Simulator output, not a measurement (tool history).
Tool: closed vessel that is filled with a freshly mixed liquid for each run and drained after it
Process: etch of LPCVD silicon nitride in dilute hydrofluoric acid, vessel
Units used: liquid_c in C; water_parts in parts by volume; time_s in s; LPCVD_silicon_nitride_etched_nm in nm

| run | day | liquid_c | water_parts | time_s | LPCVD_silicon_nitride_etched_nm |
|---|---|---|---|---|---|
| 1 | 0 | 23 | 65 | 2650 | 18.428 |
| 2 | 0.15 | 23 | 65 | 2860 | 19.681 |
| 3 | 0.529 | 25.5 | 65 | 2860 | 23.634 |
| 4 | 0.858 | 27 | 65 | 2860 | 25.83 |
| 5 | 1.033 | 28.5 | 65 | 2860 | 28.511 |
| 6 | 1.129 | 28.5 | 65 | 2860 | 28.414 |
| 7 | 1.229 | 29.5 | 65 | 2860 | 29.903 |

Run 8 comes next. What will it give?
| 8 | 1.371 | 30 | 65 | 2860 | ? |

Run 8 measured LPCVD_silicon_nitride_etched_nm 31.374 nm.
